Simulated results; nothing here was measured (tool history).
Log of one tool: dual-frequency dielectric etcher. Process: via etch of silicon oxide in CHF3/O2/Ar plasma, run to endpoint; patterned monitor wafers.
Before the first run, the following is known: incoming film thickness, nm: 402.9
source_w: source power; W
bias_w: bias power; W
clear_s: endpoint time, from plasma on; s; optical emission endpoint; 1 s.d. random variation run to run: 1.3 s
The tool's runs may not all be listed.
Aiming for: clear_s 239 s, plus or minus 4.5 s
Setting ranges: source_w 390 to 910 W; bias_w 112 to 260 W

| run | hour | source_w | bias_w | clear_s |
|---|---|---|---|---|
| 1 | 0 | 650 | 186 | 200.45 |
| 2 | 2 | 610 | 186 | 207.12 |
| 3 | 10.5 | 610 | 198 | 200.83 |
| 4 | 16.8 | 610 | 230 | 191.72 |
| 5 | 18.7 | 610 | 254 | 186.4 |
| 6 | 25.1 | 690 | 254 | 174.81 |
| 7 | 31.4 | 610 | 239 | 189.57 |
| 8 | 35.4 | 550 | 226 | 201.59 |
| 9 | 40.2 | 510 | 216 | 212.87 |
| 10 | 43.8 | 480 | 212 | 219.51 |

Of the 4 settings listed for the next run, only one would bring every result within its allowed miss of target. Which one?
| A | 47.4 | 400 | 218 | ? |
| B | 47.4 | 450 | 204 | ? |
| C | 47.4 | 450 | 219 | ? |
| D | 47.4 | 550 | 225 | ? |

| move | clear_s |
|---|---|
| A | 240.61 |
| B | 232.06 |
| C | 226.51 |
| D | 203.9 |
A: every result lands within tolerance
B: nearer the targets than the last run, but a result is still out of spec
C: nearer the targets than the last run, but a result is still out of spec
D: further off than the last run
A is the move that brings every result within its allowed miss.
